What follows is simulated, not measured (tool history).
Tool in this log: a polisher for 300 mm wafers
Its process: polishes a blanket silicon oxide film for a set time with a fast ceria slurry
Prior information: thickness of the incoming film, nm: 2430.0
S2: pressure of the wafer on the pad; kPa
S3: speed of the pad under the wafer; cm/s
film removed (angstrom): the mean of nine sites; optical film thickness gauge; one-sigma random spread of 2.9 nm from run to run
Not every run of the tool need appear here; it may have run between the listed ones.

run 1 hour=0.0 | flow_of_slurry_(ml/min)=150 S2=18.6 S3=86 polishing_time_(s)=87 | film_removed_(angstrom)=10054.0
run 2 hour=7.3 | flow_of_slurry_(ml/min)=140 S2=15.9 S3=82 polishing_time_(s)=87 | film_removed_(angstrom)=8151.6
run 3 hour=8.1 | flow_of_slurry_(ml/min)=130 S2=13.8 S3=78 polishing_time_(s)=87 | film_removed_(angstrom)=6813.0
run 4 hour=14.9 | flow_of_slurry_(ml/min)=125 S2=12.4 S3=76 polishing_time_(s)=87 | film_removed_(angstrom)=6038.5
run 5 hour=23.8 | flow_of_slurry_(ml/min)=120 S2=11.7 S3=76 polishing_time_(s)=87 | film_removed_(angstrom)=5633.8
run 6 hour=28.2 | flow_of_slurry_(ml/min)=120 S2=11.7 S3=90 polishing_time_(s)=87 | film_removed_(angstrom)=6556.6
run 7 hour=35.3 | flow_of_slurry_(ml/min)=115 S2=11.0 S3=86 polishing_time_(s)=87 | film_removed_(angstrom)=5924.3

Forecast run 8:
run 8 hour=42.3 | flow_of_slurry_(ml/min)=110 S2=10.3 S3=84 polishing_time_(s)=87 | film_removed_(angstrom)=?

film removed (angstrom): 5386.4
